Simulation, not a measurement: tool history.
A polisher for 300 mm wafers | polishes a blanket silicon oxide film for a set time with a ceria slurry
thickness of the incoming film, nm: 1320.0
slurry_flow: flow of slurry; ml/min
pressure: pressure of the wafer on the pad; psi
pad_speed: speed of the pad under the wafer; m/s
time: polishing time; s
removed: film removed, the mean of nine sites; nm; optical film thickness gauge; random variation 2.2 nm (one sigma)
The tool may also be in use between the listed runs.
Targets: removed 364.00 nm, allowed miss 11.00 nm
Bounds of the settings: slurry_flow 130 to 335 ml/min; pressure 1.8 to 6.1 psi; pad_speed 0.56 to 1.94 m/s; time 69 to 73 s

run  hour  slurry_flow  pressure  pad_speed  time  removed
  1   0.0          215       3.9       1.24    69   440.76
  2   1.3          215       3.8       1.24    69   432.49
  3   5.4          215       3.7       1.24    69   417.57
  4   8.0          215       3.7       1.24    73   445.10
  5  13.1          195       3.7       1.24    73   441.21
  6  20.3          195       3.7       1.12    73   406.70
  7  22.7          195       3.6       1.12    73   391.12
  8  29.3          185       3.5       1.12    73   382.50

Which of these 5 next moves meets every target?
  A  35.9          190       3.1       1.18    69        ?
  B  35.9          180       3.8       1.16    69        ?
  C  35.9          160       3.4       1.18    69        ?
  D  35.9          220       3.1       1.24    73        ?
  E  35.9          200       3.3       1.18    73        ?

move  removed
   A   342.36
   B   397.42
   C   362.57
   D   383.39
   E   383.32
A: takes the result that was furthest off past its target
B: further off than the last run
C: meets every target
D: as far off as the last run
E: as far off as the last run
Answer: C

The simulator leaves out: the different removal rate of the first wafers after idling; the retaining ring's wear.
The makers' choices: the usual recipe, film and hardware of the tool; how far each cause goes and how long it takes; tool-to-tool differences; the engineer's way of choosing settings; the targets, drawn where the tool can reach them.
